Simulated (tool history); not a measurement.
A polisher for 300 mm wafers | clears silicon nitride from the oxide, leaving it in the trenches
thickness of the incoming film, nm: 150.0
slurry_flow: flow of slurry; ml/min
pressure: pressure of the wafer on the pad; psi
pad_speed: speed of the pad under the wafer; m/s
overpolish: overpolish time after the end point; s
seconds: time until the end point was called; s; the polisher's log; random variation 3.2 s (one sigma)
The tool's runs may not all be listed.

Run 1, hour 0.0: slurry_flow 265 ml/min, pressure 2.7 psi, pad_speed 1.02 m/s, overpolish 28 s. Result: seconds 139.890 s.
Run 2, hour 4.5: slurry_flow 265 ml/min, pressure 3.3 psi, pad_speed 1.02 m/s, overpolish 28 s. Result: seconds 114.840 s.
Run 3, hour 7.5: slurry_flow 265 ml/min, pressure 3.3 psi, pad_speed 1.02 m/s, overpolish 30 s. Result: seconds 117.740 s.
Run 4, hour 11.0: slurry_flow 265 ml/min, pressure 3.3 psi, pad_speed 1.20 m/s, overpolish 30 s. Result: seconds 98.992 s.
Run 5, hour 19.4: slurry_flow 265 ml/min, pressure 3.3 psi, pad_speed 1.04 m/s, overpolish 30 s. Result: seconds 114.270 s.
Run 6, hour 27.1: slurry_flow 330 ml/min, pressure 3.3 psi, pad_speed 1.04 m/s, overpolish 30 s. Result: seconds 114.510 s.

The next listed run, before its measurement:
Run 7, hour 31.3: slurry_flow 330 ml/min, pressure 3.0 psi, pad_speed 1.02 m/s, overpolish 30 s. Result: seconds ?.

seconds: 125.550 s
